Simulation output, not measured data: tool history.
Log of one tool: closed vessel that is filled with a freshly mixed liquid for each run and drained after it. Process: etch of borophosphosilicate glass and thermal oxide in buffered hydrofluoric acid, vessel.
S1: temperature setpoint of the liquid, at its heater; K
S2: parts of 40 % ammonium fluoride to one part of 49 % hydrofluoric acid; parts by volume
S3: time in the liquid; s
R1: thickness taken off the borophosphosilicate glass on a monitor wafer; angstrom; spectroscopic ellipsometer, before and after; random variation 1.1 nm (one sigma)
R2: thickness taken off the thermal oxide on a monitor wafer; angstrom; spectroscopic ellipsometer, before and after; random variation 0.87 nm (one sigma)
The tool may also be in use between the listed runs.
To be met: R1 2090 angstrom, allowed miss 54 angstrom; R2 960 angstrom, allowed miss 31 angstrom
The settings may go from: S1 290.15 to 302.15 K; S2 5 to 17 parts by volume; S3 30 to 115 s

run,hour,S1,S2,S3,R1,R2
1,0,294.15,10.5,60,1321,614.73
2,1.1,294.15,9,60,1476.1,688.48
3,5.7,296.15,9,60,1641.2,759.96
4,11.6,297.65,9,60,1762.7,822.15
5,15.2,297.65,11,60,1507,695.84
6,19.2,294.65,11,60,1279.7,593.34
7,22.5,297.15,10.5,60,1548.3,715.93
8,30,297.15,10.5,60,1535.8,701.52
9,37,298.65,10,60,1756.9,811.92
10,41.8,299.65,10,60,1845.3,861.14

5 next moves are on the table. One of them brings every result within its allowed miss. Which?
A,46.6,299.65,12,75,?,?
B,46.6,301.65,5,30,?,?
C,46.6,301.15,12,75,?,?
D,46.6,298.65,11.5,75,?,?
E,46.6,300.65,6.5,40,?,?

move,R1,R2
A,1935.2,893.5
B,1942.4,887.42
C,2095,968.04
D,1913.1,882.57
E,1954.8,897.72
A: nearer than the last run, and not there yet
B: nearer than the last run, and not there yet
C: meets every target
D: nearer than the last run, and not there yet
E: nearer than the last run, and not there yet
Answer: C

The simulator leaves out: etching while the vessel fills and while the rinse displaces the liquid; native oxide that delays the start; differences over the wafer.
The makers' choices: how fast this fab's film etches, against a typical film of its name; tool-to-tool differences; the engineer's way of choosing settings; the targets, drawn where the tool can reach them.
